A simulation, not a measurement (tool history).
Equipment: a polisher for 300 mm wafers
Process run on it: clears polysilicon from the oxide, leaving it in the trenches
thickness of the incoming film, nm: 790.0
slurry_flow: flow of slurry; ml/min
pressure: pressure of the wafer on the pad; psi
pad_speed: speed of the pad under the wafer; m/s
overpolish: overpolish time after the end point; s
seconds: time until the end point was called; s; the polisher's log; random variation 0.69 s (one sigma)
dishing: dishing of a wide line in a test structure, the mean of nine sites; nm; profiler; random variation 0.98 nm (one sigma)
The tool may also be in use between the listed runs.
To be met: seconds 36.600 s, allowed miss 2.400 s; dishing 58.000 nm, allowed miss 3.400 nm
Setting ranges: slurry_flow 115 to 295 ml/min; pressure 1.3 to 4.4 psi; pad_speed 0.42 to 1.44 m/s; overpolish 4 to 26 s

run,hour,slurry_flow,pressure,pad_speed,overpolish,seconds,dishing
1,0.0,190,2.8,0.92,13,54.165,56.618
2,2.9,190,2.1,0.92,13,72.732,52.895
3,5.3,190,2.6,0.94,11,53.728,54.452
4,7.3,190,2.6,0.78,11,68.986,51.084
5,15.0,190,3.1,0.80,11,55.776,52.801
6,23.5,190,2.8,0.80,11,60.697,51.384
7,27.0,190,3.6,0.88,12,43.549,55.514
8,29.2,190,3.8,0.90,12,40.579,56.250
9,30.6,190,3.9,0.90,12,40.242,56.058
10,32.2,190,3.9,0.90,12,39.354,57.524

Which of these 5 next moves meets every target?
A,33.8,205,4.4,1.04,11,?,?
B,33.8,215,4.4,0.78,14,?,?
C,33.8,165,4.1,1.06,11,?,?
D,33.8,130,4.3,0.94,21,?,?
E,33.8,125,4.4,1.08,10,?,?

move,seconds,dishing
A,30.205,56.964
B,39.737,56.866
C,32.485,56.733
D,35.774,57.542
E,30.696,56.586
A: the result that was furthest off in the last run now lies on the other side of its target
B: its largest miss is bigger than the last run's
C: the result that was furthest off in the last run now lies on the other side of its target
D: every result within its allowed miss
E: the result that was furthest off in the last run now lies on the other side of its target
So the answer is move D, the one that meets all the targets.
